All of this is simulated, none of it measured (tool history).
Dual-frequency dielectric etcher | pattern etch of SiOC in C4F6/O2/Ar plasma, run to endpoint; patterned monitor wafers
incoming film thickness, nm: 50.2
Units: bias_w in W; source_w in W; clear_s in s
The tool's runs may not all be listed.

run	day	bias_w	source_w	clear_s
1	0.000	410	450	18.711
2	0.150	467	450	17.863
3	0.429	442	450	18.334
4	0.704	442	530	17.567
5	0.908	369	530	18.687
6	1.117	311	530	19.385
7	1.417	300	520	19.664
8	1.588	291	520	19.929
9	1.738	284	520	19.954
10	2.004	278	520	19.966
11	2.104	272	520	20.239

The next listed run, before its measurement:
12	2.300	272	520	?

clear_s: 20.153 s

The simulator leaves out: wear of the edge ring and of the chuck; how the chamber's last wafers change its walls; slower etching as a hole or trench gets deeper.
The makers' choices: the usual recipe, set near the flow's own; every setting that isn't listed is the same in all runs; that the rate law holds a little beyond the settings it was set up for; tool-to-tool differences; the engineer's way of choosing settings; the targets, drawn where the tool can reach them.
